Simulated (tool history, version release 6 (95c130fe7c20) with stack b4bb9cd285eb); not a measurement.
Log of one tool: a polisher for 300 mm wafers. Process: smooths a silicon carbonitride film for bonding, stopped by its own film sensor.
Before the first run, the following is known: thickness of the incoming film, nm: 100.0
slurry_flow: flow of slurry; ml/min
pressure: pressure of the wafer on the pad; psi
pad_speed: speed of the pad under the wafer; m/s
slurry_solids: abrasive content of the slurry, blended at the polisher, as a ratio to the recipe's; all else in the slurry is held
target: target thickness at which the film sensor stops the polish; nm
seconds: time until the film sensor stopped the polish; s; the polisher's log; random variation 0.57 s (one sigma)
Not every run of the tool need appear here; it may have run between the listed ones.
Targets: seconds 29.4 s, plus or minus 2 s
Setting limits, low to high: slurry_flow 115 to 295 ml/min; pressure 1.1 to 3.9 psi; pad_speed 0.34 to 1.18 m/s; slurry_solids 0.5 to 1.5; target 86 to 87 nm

run	hour	slurry_flow	pressure	pad_speed	slurry_solids	target	seconds
1	0	190	2.5	0.76	1	86	61.983
2	4.4	190	2.8	0.76	1	86	53.699
3	13.2	190	3	0.78	1	86	49.983
4	14	190	3	0.78	1.1	86	45.843
5	17.5	170	3	0.78	1.1	86	46.563
6	25.2	170	3	0.78	1	86	50.031
7	33.9	170	3.7	0.96	1.05	86	33.558
8	39.7	170	3.8	1	1.05	86	32.053

Which of these 5 next moves meets every target?
A	45.5	115	3.3	0.9	1.3	86	?
B	45.5	185	3.8	0.96	0.95	86	?
C	45.5	195	3.1	1.04	1.25	86	?
D	45.5	160	3.9	1.14	0.85	87	?
E	45.5	165	3.8	1.1	0.85	86	?

move	seconds
A	36.084
B	33.949
C	33.12
D	29.332
E	33.246
A: its largest miss is bigger than the last run's
B: its largest miss is bigger than the last run's
C: its largest miss is bigger than the last run's
D: all results land within tolerance of their targets
E: its largest miss is bigger than the last run's
D meets every target.

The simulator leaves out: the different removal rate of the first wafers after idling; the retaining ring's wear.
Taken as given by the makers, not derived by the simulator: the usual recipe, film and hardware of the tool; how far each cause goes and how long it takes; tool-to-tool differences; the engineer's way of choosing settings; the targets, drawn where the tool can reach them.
